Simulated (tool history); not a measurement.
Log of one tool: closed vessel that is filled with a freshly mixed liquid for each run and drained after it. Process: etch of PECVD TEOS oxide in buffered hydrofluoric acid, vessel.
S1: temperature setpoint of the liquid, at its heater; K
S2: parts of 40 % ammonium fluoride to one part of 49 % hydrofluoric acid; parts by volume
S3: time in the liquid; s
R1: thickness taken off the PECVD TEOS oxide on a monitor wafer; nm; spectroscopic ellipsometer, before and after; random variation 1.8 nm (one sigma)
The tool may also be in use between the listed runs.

Run 1, hour 0.0: S1 295.15 K, S2 19.0 parts by volume, S3 95 s. Result: R1 168.55 nm.
Run 2, hour 6.5: S1 296.65 K, S2 19.0 parts by volume, S3 95 s. Result: R1 184.82 nm.
Run 3, hour 14.0: S1 297.65 K, S2 19.0 parts by volume, S3 95 s. Result: R1 193.21 nm.
Run 4, hour 22.3: S1 297.65 K, S2 14.5 parts by volume, S3 95 s. Result: R1 249.38 nm.
Run 5, hour 30.1: S1 294.65 K, S2 14.5 parts by volume, S3 95 s. Result: R1 217.69 nm.
Run 6, hour 30.8: S1 294.65 K, S2 12.5 parts by volume, S3 95 s. Result: R1 248.58 nm.
Run 7, hour 32.1: S1 294.15 K, S2 12.5 parts by volume, S3 95 s. Result: R1 243.78 nm.

Run 8 comes next. What will it give?
Run 8, hour 37.1: S1 293.65 K, S2 12.5 parts by volume, S3 95 s. Result: R1 ?.

R1: 234.04 nm

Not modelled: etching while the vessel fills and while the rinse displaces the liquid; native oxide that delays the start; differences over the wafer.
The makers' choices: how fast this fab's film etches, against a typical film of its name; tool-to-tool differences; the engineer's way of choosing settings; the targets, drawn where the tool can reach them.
